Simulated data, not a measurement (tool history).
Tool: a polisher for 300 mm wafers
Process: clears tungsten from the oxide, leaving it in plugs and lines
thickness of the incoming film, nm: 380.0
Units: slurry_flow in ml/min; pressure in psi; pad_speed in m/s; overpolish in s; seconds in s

run,day,slurry_flow,pressure,pad_speed,slurry_solids,overpolish,seconds
1,0,300,3.7,1.3,1,23,61.963
2,0.046,255,3.7,1.3,1,23,64.931
3,0.196,255,3.7,1.42,1,23,59.936
4,0.475,255,3.7,1.54,1,23,54.691
5,0.729,255,4.2,1.54,1,23,48.813
6,1.054,255,4.6,1.54,1,23,43.767

The next listed run, before its measurement:
7,1.25,255,4.2,1.52,1,23,?

seconds: 48.047 s
